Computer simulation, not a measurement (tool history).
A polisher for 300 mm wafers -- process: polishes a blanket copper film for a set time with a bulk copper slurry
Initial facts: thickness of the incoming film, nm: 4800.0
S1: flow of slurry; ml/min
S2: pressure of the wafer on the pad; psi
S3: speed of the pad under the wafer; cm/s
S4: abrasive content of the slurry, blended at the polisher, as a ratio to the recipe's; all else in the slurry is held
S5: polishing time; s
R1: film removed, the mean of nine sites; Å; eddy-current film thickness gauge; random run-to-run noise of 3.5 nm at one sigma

run 1 hour=0 | S1=275 S2=2.7 S3=126 S4=1 S5=16 | R1=1803.4
run 2 hour=6.8 | S1=275 S2=2.7 S3=126 S4=1 S5=14 | R1=1563.7
run 3 hour=13.9 | S1=275 S2=2.7 S3=126 S4=1.15 S5=14 | R1=1603.3
run 4 hour=19.9 | S1=235 S2=2.7 S3=126 S4=1.15 S5=14 | R1=1543.2
run 5 hour=26.3 | S1=250 S2=3 S3=128 S4=1.15 S5=14 | R1=1735.7
run 6 hour=27.4 | S1=250 S2=3 S3=128 S4=1.05 S5=14 | R1=1686.5

Forecast run 7:
run 7 hour=34.7 | S1=250 S2=3.7 S3=134 S4=1.05 S5=14 | R1=?

{"run 7": {"R1": 2253.3}}
